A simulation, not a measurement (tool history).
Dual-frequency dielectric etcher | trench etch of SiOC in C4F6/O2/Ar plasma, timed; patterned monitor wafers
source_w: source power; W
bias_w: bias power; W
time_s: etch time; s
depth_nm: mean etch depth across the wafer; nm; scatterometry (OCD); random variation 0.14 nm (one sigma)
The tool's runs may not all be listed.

run	hour	source_w	bias_w	time_s	depth_nm
1	0	440	168	15.5	31.218
2	8.7	410	168	15.5	30.144
3	13.7	400	167	15.5	29.975
4	18.6	390	166	15.5	29.681
5	19.2	390	165	15.5	29.579
6	23.6	390	165	15.5	29.647
7	25.5	390	164	15.5	29.706

Forecast run 8:
8	28.2	390	163	15.5	?

depth_nm: 29.728 nm
